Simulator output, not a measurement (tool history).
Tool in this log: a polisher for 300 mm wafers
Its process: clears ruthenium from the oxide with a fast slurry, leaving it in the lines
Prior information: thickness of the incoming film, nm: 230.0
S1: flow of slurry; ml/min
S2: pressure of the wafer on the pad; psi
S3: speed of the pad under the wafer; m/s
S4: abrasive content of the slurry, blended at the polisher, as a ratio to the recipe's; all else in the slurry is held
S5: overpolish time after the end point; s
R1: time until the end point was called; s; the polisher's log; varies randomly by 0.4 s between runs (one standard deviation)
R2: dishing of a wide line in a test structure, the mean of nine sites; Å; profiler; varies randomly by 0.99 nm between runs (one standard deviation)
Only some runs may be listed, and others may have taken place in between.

{"run": 1, "hour": 0.0, "S1": 195, "S2": 2.9, "S3": 1.2, "S4": 1, "S5": 27, "R1": 46.686, "R2": 1026.5}
{"run": 2, "hour": 1.3, "S1": 195, "S2": 3.2, "S3": 1.2, "S4": 1, "S5": 20, "R1": 43.533, "R2": 861.91}
{"run": 3, "hour": 6.9, "S1": 195, "S2": 3.7, "S3": 1.18, "S4": 1, "S5": 16, "R1": 37.895, "R2": 817.61}
{"run": 4, "hour": 14.0, "S1": 195, "S2": 3, "S3": 1.18, "S4": 1, "S5": 16, "R1": 46.935, "R2": 662.34}
{"run": 5, "hour": 15.4, "S1": 195, "S2": 2.5, "S3": 1.18, "S4": 1, "S5": 16, "R1": 55.868, "R2": 599.19}
{"run": 6, "hour": 22.1, "S1": 170, "S2": 2.5, "S3": 1.18, "S4": 1, "S5": 16, "R1": 58.078, "R2": 592.72}
{"run": 7, "hour": 28.3, "S1": 215, "S2": 2.8, "S3": 1.22, "S4": 1.1, "S5": 13, "R1": 45.48, "R2": 597.46}
{"run": 8, "hour": 33.8, "S1": 270, "S2": 3.6, "S3": 1.16, "S4": 1.35, "S5": 8, "R1": 34.407, "R2": 507.31}
{"run": 9, "hour": 41.0, "S1": 270, "S2": 3.8, "S3": 1.16, "S4": 1.35, "S5": 8, "R1": 31.634, "R2": 533.55}
{"run": 10, "hour": 45.2, "S1": 270, "S2": 3.9, "S3": 1.16, "S4": 1.35, "S5": 8, "R1": 30.887, "R2": 551.89}

What will run 11 give?
{"hour": 51.7, "done": "slurry nozzle cleaned"}
{"run": 11, "hour": 51.7, "S1": 270, "S2": 4, "S3": 1.16, "S4": 1.35, "S5": 8, "R1": "?", "R2": "?"}

{"run 11": {"R1": 29.308, "R2": 579.9}}

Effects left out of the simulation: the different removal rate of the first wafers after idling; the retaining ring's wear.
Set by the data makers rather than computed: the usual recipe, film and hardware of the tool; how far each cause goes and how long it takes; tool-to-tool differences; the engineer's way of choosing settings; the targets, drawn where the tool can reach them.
